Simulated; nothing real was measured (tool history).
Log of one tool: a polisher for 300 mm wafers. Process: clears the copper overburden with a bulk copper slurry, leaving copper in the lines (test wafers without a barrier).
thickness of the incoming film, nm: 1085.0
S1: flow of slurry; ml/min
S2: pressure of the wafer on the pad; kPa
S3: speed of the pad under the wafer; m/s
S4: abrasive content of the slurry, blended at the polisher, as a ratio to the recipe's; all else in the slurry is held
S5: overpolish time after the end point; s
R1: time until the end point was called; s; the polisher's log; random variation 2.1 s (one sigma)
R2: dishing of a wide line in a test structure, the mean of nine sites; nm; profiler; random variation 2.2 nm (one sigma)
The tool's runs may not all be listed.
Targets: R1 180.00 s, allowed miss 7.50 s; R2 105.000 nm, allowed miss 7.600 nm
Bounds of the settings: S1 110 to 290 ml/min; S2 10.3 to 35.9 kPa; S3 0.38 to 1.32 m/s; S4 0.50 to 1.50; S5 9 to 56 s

run,hour,S1,S2,S3,S4,S5,R1,R2
1,0.0,185,22.8,0.84,1.00,29,119.14,116.920
2,1.9,185,22.8,0.84,1.00,38,118.14,131.400
3,4.7,185,21.4,0.84,1.00,39,124.89,124.680
4,10.4,185,20.7,0.84,1.00,40,126.33,123.690
5,13.8,185,19.3,0.84,1.00,42,131.63,125.640
6,19.5,185,17.9,0.84,1.00,42,140.23,118.060
7,21.4,185,17.2,0.84,1.00,43,141.67,120.000
8,25.4,185,16.5,0.84,1.00,43,142.79,117.150

5 next moves are on the table. One of them brings every result within its allowed miss. Which?
A,29.4,205,13.1,0.82,0.95,43,?,?
B,29.4,110,10.3,0.92,0.85,30,?,?
C,29.4,200,22.8,0.82,1.10,56,?,?
D,29.4,215,10.3,0.94,0.85,46,?,?
E,29.4,180,13.1,0.74,1.05,44,?,?

move,R1,R2
A,164.98,107.600
B,181.40,84.561
C,119.47,139.820
D,163.11,107.650
E,180.96,104.580
A: nearer than the last run, and not there yet
B: brings the result that was furthest off to its target, and leaves another outside
C: further off than the last run
D: nearer than the last run, and not there yet
E: meets every target
Answer: E
